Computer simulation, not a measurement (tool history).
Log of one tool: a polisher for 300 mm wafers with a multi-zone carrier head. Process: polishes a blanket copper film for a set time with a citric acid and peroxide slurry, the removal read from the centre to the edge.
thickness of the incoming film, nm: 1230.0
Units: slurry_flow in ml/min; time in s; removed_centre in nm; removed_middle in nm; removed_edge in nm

{"run": 1, "hour": 0.0, "slurry_flow": 315, "centre_zone": 1.0, "middle_zone": 1.0, "edge_zone": 1.0, "slurry_solids": 1.0, "time": 58, "removed_centre": 125.05, "removed_middle": 131.61, "removed_edge": 126.35}
{"run": 2, "hour": 5.4, "slurry_flow": 315, "centre_zone": 1.0, "middle_zone": 1.0, "edge_zone": 1.0, "slurry_solids": 1.0, "time": 63, "removed_centre": 134.3, "removed_middle": 143.01, "removed_edge": 137.57}
{"run": 3, "hour": 13.3, "slurry_flow": 315, "centre_zone": 1.0, "middle_zone": 1.06, "edge_zone": 1.0, "slurry_solids": 1.0, "time": 63, "removed_centre": 135.23, "removed_middle": 151.68, "removed_edge": 139.64}
{"run": 4, "hour": 16.7, "slurry_flow": 315, "centre_zone": 1.0, "middle_zone": 1.06, "edge_zone": 1.0, "slurry_solids": 0.9, "time": 63, "removed_centre": 133.63, "removed_middle": 148.11, "removed_edge": 133.08}
{"run": 5, "hour": 25.6, "slurry_flow": 315, "centre_zone": 1.07, "middle_zone": 1.06, "edge_zone": 1.0, "slurry_solids": 0.9, "time": 63, "removed_centre": 142.09, "removed_middle": 145.72, "removed_edge": 137.82}
{"run": 6, "hour": 28.2, "slurry_flow": 310, "centre_zone": 1.04, "middle_zone": 1.01, "edge_zone": 1.01, "slurry_solids": 0.8, "time": 62, "removed_centre": 133.99, "removed_middle": 136.42, "removed_edge": 132.38}
{"run": 7, "hour": 36.0, "slurry_flow": 305, "centre_zone": 1.02, "middle_zone": 0.97, "edge_zone": 1.01, "slurry_solids": 0.75, "time": 61, "removed_centre": 128.25, "removed_middle": 127.64, "removed_edge": 129.08}
{"run": 8, "hour": 43.5, "slurry_flow": 305, "centre_zone": 1.0, "middle_zone": 0.95, "edge_zone": 1.0, "slurry_solids": 0.7, "time": 60, "removed_centre": 121.62, "removed_middle": 122.11, "removed_edge": 126.78}

Run 9 comes next. What will it give?
{"run": 9, "hour": 44.1, "slurry_flow": 305, "centre_zone": 1.0, "middle_zone": 0.92, "edge_zone": 0.92, "slurry_solids": 0.5, "time": 56, "removed_centre": "?", "removed_middle": "?", "removed_edge": "?"}

{"run 9": {"removed_centre": 105.66, "removed_middle": 108.03, "removed_edge": 102.7}}
